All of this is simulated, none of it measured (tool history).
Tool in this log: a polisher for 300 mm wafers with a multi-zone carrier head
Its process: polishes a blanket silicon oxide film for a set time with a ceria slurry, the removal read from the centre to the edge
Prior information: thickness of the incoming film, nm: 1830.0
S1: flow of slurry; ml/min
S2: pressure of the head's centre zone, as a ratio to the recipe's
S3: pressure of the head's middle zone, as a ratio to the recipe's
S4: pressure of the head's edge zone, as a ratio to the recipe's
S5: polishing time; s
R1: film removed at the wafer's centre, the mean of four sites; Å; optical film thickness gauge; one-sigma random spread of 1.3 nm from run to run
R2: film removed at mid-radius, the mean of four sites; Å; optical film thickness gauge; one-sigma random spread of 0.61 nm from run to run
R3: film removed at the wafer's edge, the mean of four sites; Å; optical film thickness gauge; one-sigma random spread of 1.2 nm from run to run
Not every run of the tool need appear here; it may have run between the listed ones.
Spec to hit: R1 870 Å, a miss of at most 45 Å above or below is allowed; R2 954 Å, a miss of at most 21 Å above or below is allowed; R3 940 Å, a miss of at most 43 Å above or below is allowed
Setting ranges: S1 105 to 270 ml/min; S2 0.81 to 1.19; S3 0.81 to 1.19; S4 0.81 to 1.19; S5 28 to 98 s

| run | hour | S1 | S2 | S3 | S4 | S5 | R1 | R2 | R3 |
|---|---|---|---|---|---|---|---|---|---|
| 1 | 0 | 175 | 1 | 1 | 1 | 63 | 1556.8 | 1602 | 1573.5 |
| 2 | 0.6 | 170 | 0.98 | 0.99 | 0.98 | 60 | 1424.6 | 1498.7 | 1511.9 |
| 3 | 1.7 | 170 | 0.98 | 0.99 | 0.98 | 74 | 1823.7 | 1861.2 | 1834.3 |
| 4 | 4.4 | 170 | 0.98 | 0.99 | 0.96 | 69 | 1660 | 1741.6 | 1713.9 |
| 5 | 5.4 | 170 | 1.02 | 0.99 | 0.96 | 69 | 1744.5 | 1719.8 | 1708.8 |
| 6 | 13.7 | 170 | 1.02 | 0.99 | 0.95 | 64 | 1576.5 | 1607.7 | 1575.1 |
| 7 | 21.9 | 170 | 1.02 | 0.99 | 0.95 | 64 | 1612.5 | 1591.2 | 1531.7 |
| 8 | 28.2 | 165 | 1.01 | 0.98 | 0.94 | 60 | 1498.9 | 1480.4 | 1469.5 |
| 9 | 36.7 | 165 | 1 | 0.98 | 0.93 | 56 | 1382 | 1393.8 | 1351.4 |
| 10 | 39.2 | 165 | 0.98 | 0.97 | 0.92 | 54 | 1285.7 | 1316.3 | 1301.9 |
|  | 44.1 | slurry nozzle cleaned |
| 11 | 44.1 | 165 | 0.97 | 0.97 | 0.91 | 52 | 1335.4 | 1375.4 | 1315.5 |
| 12 | 46 | 165 | 0.97 | 0.97 | 0.92 | 49 | 1287.6 | 1288 | 1258.2 |
| 13 | 50.1 | 160 | 0.95 | 0.97 | 0.92 | 46 | 1163.6 | 1204.9 | 1167.9 |
| 14 | 53.9 | 155 | 0.94 | 0.97 | 0.92 | 45 | 1118.2 | 1180.2 | 1136.7 |
| 15 | 62.3 | 150 | 0.93 | 0.96 | 0.92 | 44 | 1077 | 1138 | 1125.1 |
| 16 | 70.8 | 145 | 0.92 | 0.96 | 0.91 | 43 | 1004.1 | 1105.4 | 1117.1 |

Below are 4 possible settings for the next run. Only one of them brings all results inside the allowed miss of their targets. Which is it?
| A | 79.3 | 150 | 0.9 | 0.96 | 0.93 | 37 | ? | ? | ? |
| B | 79.3 | 205 | 0.96 | 1.14 | 0.82 | 44 | ? | ? | ? |
| C | 79.3 | 175 | 0.97 | 1.04 | 0.88 | 37 | ? | ? | ? |
| D | 79.3 | 125 | 0.92 | 0.96 | 0.86 | 50 | ? | ? | ? |

| move | R1 | R2 | R3 |
|---|---|---|---|
| A | 859.62 | 949.19 | 959.7 |
| B | 1144.3 | 1361.4 | 1108.6 |
| C | 950.15 | 1037.2 | 949.3 |
| D | 1151.1 | 1247.6 | 1226.7 |
A: in spec on every target
B: moves away from the targets compared with the last run
C: moves toward the targets from the last run without getting all of them in spec
D: moves away from the targets compared with the last run
Go with A: it meets all targets.
